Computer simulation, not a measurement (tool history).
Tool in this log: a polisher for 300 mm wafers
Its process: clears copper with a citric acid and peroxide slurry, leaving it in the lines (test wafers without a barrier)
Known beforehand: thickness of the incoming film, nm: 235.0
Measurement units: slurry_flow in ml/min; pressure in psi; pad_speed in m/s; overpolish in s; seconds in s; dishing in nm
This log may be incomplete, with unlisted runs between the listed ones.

| run | hour | slurry_flow | pressure | pad_speed | slurry_solids | overpolish | seconds | dishing |
|---|---|---|---|---|---|---|---|---|
| 1 | 0.0 | 215 | 3.6 | 1.1 | 1.0 | 18 | 66.322 | 48.842 |
| 2 | 0.7 | 265 | 3.6 | 1.1 | 1.0 | 18 | 66.059 | 49.645 |
| 3 | 6.2 | 265 | 3.4 | 1.1 | 1.0 | 19 | 70.018 | 48.922 |
| 4 | 8.5 | 315 | 3.4 | 1.1 | 1.0 | 19 | 67.627 | 49.841 |
| 5 | 14.4 | 315 | 3.4 | 1.1 | 1.0 | 22 | 67.494 | 55.921 |
| 6 | 20.2 | 290 | 3.4 | 1.1 | 1.0 | 22 | 67.837 | 53.976 |
| 7 | 24.5 | 290 | 3.2 | 1.1 | 1.0 | 24 | 72.696 | 56.318 |
| 8 | 31.8 | 290 | 3.1 | 1.1 | 1.0 | 25 | 75.969 | 57.105 |
| 9 | 33.4 | 285 | 3.0 | 1.1 | 1.0 | 25 | 78.568 | 56.018 |
| 10 | 41.5 | 280 | 2.9 | 1.1 | 1.0 | 25 | 81.665 | 55.246 |
| 11 | 48.5 | 275 | 2.9 | 1.1 | 1.0 | 25 | 80.635 | 52.518 |

Run 12 comes next. What will it give?
| 12 | 53.6 | 275 | 2.8 | 1.1 | 1.0 | 26 | ? | ? |

{"run 12": {"seconds": 84.074, "dishing": 53.96}}
